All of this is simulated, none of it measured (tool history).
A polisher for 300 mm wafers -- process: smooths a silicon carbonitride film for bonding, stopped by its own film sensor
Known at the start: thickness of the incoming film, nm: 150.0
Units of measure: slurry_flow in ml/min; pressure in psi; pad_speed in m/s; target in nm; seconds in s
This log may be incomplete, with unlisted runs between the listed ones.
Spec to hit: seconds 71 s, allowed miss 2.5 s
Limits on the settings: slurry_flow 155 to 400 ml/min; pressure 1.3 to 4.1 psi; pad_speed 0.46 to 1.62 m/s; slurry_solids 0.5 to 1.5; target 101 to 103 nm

run	hour	slurry_flow	pressure	pad_speed	slurry_solids	target	seconds
1	0	255	2.7	1.04	1	103	135.5
2	8.3	255	2.9	1.06	1	103	126.83
3	13.5	255	2.9	1.06	1	103	128.82
4	21.6	200	2.9	1.06	1	103	131.07
5	22.8	205	3.1	1.1	1	103	116.61
6	29.5	205	3.1	1.1	1.15	103	112.55
7	34	205	3.2	1.12	1.15	103	108.02
8	42.5	210	3.9	1.28	1.15	103	79.824
9	44.2	210	3.9	1.3	1.15	103	77.139
10	49.6	210	4	1.32	1.15	103	75.714

Which single option among these 4 for the next run brings every result within its allowed miss of target? Just one does.
A	55	180	4.1	1.36	1.05	102	?
B	55	235	4	1.34	1.15	102	?
C	55	220	4.1	1.36	1.15	103	?
D	55	225	3.8	1.36	1.2	102	?

move	seconds
A	77.428
B	74.782
C	71.243
D	77.007
A: moves away from the targets compared with the last run
B: nearer the targets than the last run, but a result is still out of spec
C: all results in spec
D: moves away from the targets compared with the last run
Move C is the one to make.
